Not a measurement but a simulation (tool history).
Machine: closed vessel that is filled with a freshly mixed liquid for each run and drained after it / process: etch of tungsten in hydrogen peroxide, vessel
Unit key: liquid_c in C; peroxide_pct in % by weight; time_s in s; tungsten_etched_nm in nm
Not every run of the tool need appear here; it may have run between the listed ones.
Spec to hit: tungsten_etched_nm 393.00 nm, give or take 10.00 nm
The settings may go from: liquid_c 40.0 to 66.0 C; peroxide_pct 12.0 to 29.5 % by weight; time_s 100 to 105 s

Run 1, hour 0.0: liquid_c 56.0 C, peroxide_pct 20.0 % by weight, time_s 100 s. Result: tungsten_etched_nm 248.03 nm.
Run 2, hour 7.1: liquid_c 56.0 C, peroxide_pct 20.0 % by weight, time_s 105 s. Result: tungsten_etched_nm 253.36 nm.
Run 3, hour 14.9: liquid_c 56.0 C, peroxide_pct 20.0 % by weight, time_s 105 s. Result: tungsten_etched_nm 257.34 nm.
Run 4, hour 23.5: liquid_c 58.5 C, peroxide_pct 20.0 % by weight, time_s 105 s. Result: tungsten_etched_nm 296.35 nm.
Run 5, hour 32.5: liquid_c 60.0 C, peroxide_pct 20.0 % by weight, time_s 105 s. Result: tungsten_etched_nm 323.91 nm.
Run 6, hour 33.9: liquid_c 60.0 C, peroxide_pct 20.0 % by weight, time_s 100 s. Result: tungsten_etched_nm 308.01 nm.
Run 7, hour 35.6: liquid_c 61.5 C, peroxide_pct 20.0 % by weight, time_s 100 s. Result: tungsten_etched_nm 338.58 nm.
Run 8, hour 41.8: liquid_c 62.5 C, peroxide_pct 20.0 % by weight, time_s 100 s. Result: tungsten_etched_nm 350.53 nm.
Run 9, hour 46.0: liquid_c 63.0 C, peroxide_pct 20.0 % by weight, time_s 100 s. Result: tungsten_etched_nm 367.43 nm.
Run 10, hour 47.2: liquid_c 63.5 C, peroxide_pct 20.0 % by weight, time_s 100 s. Result: tungsten_etched_nm 377.01 nm.

Pick the move, out of 4, that brings all results within their allowed miss; only one does.
Run A, hour 48.4: liquid_c 62.0 C, peroxide_pct 20.0 % by weight, time_s 105 s. Result: tungsten_etched_nm ?.
Run B, hour 48.4: liquid_c 61.5 C, peroxide_pct 23.0 % by weight, time_s 100 s. Result: tungsten_etched_nm ?.
Run C, hour 48.4: liquid_c 64.0 C, peroxide_pct 21.0 % by weight, time_s 100 s. Result: tungsten_etched_nm ?.
Run D, hour 48.4: liquid_c 65.0 C, peroxide_pct 17.0 % by weight, time_s 100 s. Result: tungsten_etched_nm ?.

move  tungsten_etched_nm
   A              365.05
   B              362.37
   C              398.85
   D              379.53
A: misses by more than the last run did
B: misses by more than the last run did
C: meets every target
D: nearer the targets than the last run, but a result is still out of spec
So the answer is move C, the one that meets all the targets.
